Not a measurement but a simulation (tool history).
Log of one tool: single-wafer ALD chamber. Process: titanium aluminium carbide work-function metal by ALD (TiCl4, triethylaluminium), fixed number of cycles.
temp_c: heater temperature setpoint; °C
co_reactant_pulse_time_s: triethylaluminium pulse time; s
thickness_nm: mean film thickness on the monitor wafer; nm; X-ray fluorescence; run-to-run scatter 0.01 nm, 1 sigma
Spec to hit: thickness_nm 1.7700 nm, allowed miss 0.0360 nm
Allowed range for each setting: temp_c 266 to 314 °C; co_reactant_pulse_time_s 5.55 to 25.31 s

| run | hour | temp_c | co_reactant_pulse_time_s | thickness_nm |
|---|---|---|---|---|
| 1 | 0.0 | 290 | 15.43 | 1.9341 |
| 2 | 3.3 | 290 | 12.96 | 1.9167 |
| 3 | 6.1 | 285 | 12.38 | 1.8817 |
| 4 | 8.4 | 285 | 9.12 | 1.8490 |
| 5 | 13.8 | 291 | 9.12 | 1.9363 |
| 6 | 16.9 | 287 | 9.04 | 1.8704 |
| 7 | 21.7 | 284 | 8.82 | 1.8217 |
| 8 | 30.4 | 283 | 8.73 | 1.8288 |
| 9 | 39.0 | 273 | 8.05 | 1.7234 |
| 10 | 45.5 | 274 | 8.18 | 1.7255 |

Exactly one of the 5 candidate moves below puts every result within its allowed miss. Which one?
| A | 52.0 | 272 | 5.92 | ? |
| B | 52.0 | 282 | 6.94 | ? |
| C | 52.0 | 269 | 5.82 | ? |
| D | 52.0 | 273 | 5.55 | ? |
| E | 52.0 | 270 | 7.59 | ? |

| move | thickness_nm |
|---|---|
| A | 1.6631 |
| B | 1.7813 |
| C | 1.6329 |
| D | 1.6617 |
| E | 1.6811 |
A: lands further from the targets than the last run did
B: every result lands within tolerance
C: lands further from the targets than the last run did
D: lands further from the targets than the last run did
E: lands further from the targets than the last run did
Correct choice: B, which meets every target
